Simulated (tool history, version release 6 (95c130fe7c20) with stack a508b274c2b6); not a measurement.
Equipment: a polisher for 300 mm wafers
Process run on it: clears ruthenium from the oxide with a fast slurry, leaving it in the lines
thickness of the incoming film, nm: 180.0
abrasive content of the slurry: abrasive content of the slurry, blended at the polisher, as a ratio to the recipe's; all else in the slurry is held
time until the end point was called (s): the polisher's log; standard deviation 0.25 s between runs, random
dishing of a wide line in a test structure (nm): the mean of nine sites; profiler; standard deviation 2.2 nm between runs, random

run  hour  flow of slurry (ml/min)  pressure of the wafer on the pad (psi)  speed of the pad under the wafer (cm/s)  abrasive content of the slurry  overpolish time after the end point (s)  time until the end point was called (s)  dishing of a wide line in a test structure (nm)
  1   0.0                      160                                     3.2                                      104                             1.0                                       23                                   28.708                                           85.857
  2   6.3                      145                                     3.2                                      104                             1.0                                       23                                   29.581                                           83.252
  3  11.5                      145                                     2.7                                      104                             1.0                                       23                                   34.752                                           75.423
  4  15.1                      155                                     2.9                                      104                             1.0                                       24                                   32.219                                           84.742
  5  18.6                      155                                     2.9                                      104                             1.0                                       32                                   32.595                                           95.741
  6  24.9                      165                                     3.1                                      104                             1.0                                       31                                   30.148                                           97.743

Run 7 has not been measured yet. What should we expect?
  7  30.4                      175                                     3.2                                      104                             1.0                                       31                                        ?                                                ?

Logged for run 7: time until the end point was called (s) 28.720, dishing of a wide line in a test structure (nm) 103.540.
